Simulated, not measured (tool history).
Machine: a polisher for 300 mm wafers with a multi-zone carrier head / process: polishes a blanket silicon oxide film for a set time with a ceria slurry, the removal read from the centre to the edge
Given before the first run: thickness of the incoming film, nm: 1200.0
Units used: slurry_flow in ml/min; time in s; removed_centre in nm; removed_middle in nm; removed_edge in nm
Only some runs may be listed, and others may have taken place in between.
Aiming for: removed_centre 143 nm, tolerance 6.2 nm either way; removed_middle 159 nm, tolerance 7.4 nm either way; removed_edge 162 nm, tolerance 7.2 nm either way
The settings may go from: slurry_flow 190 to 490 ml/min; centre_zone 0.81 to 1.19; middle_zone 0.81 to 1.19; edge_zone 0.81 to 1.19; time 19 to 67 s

run 1 hour=0 | slurry_flow=315 centre_zone=1 middle_zone=1 edge_zone=1 time=43 | removed_centre=213.32 removed_middle=203.7 removed_edge=206.73
run 2 hour=7.7 | slurry_flow=315 centre_zone=1 middle_zone=1 edge_zone=0.95 time=43 | removed_centre=212.12 removed_middle=203.58 removed_edge=203.8
run 3 hour=12.4 | slurry_flow=315 centre_zone=1 middle_zone=1.04 edge_zone=0.95 time=43 | removed_centre=209.64 removed_middle=210.75 removed_edge=203.79
run 4 hour=20.4 | slurry_flow=315 centre_zone=0.97 middle_zone=1.04 edge_zone=0.95 time=43 | removed_centre=205.08 removed_middle=213.74 removed_edge=211.78
run 5 hour=27.4 | slurry_flow=315 centre_zone=0.97 middle_zone=1.04 edge_zone=1.03 time=43 | removed_centre=204.6 removed_middle=210.51 removed_edge=212.98
run 6 hour=31.5 | slurry_flow=315 centre_zone=0.97 middle_zone=1.04 edge_zone=1.03 time=54 | removed_centre=257.9 removed_middle=274.51 removed_edge=268.76
run 7 hour=38.2 | slurry_flow=310 centre_zone=0.95 middle_zone=1.05 edge_zone=1.01 time=46 | removed_centre=216.08 removed_middle=228.72 removed_edge=228
run 8 hour=42.2 | slurry_flow=300 centre_zone=0.85 middle_zone=1.07 edge_zone=0.94 time=34 | removed_centre=136.69 removed_middle=169.13 removed_edge=158.04
run 9 hour=46.5 | slurry_flow=300 centre_zone=0.86 middle_zone=1.05 edge_zone=0.96 time=34 | removed_centre=145.9 removed_middle=169.28 removed_edge=166.92
run 10 hour=48.9 | slurry_flow=300 centre_zone=0.86 middle_zone=1.05 edge_zone=0.96 time=34 | removed_centre=141.55 removed_middle=166.18 removed_edge=163.87
run 11 hour=57.5 | slurry_flow=300 centre_zone=0.86 middle_zone=1.04 edge_zone=0.96 time=34 | removed_centre=141.93 removed_middle=167.41 removed_edge=165.89

Which one of the following 4 next-run settings gets every result inside its allowed miss? There is exactly one.
run A hour=66.1 | slurry_flow=315 centre_zone=0.81 middle_zone=1.09 edge_zone=0.94 time=35 | removed_centre=? removed_middle=? removed_edge=?
run B hour=66.1 | slurry_flow=370 centre_zone=0.81 middle_zone=1.08 edge_zone=0.97 time=35 | removed_centre=? removed_middle=? removed_edge=?
run C hour=66.1 | slurry_flow=280 centre_zone=0.92 middle_zone=0.86 edge_zone=0.95 time=34 | removed_centre=? removed_middle=? removed_edge=?
run D hour=66.1 | slurry_flow=235 centre_zone=0.88 middle_zone=0.99 edge_zone=0.97 time=35 | removed_centre=? removed_middle=? removed_edge=?

move=A removed_centre=135.83 removed_middle=179.9 removed_edge=168.32
move=B removed_centre=137.87 removed_middle=181.02 removed_edge=172.64
move=C removed_centre=147.94 removed_middle=143.9 removed_edge=163.38
move=D removed_centre=142.63 removed_middle=161.75 removed_edge=167.12
A: lands further from the targets than the last run did
B: lands further from the targets than the last run did
C: takes the result that was furthest off past its target
D: every result within its allowed miss
The move that meets every target is D.
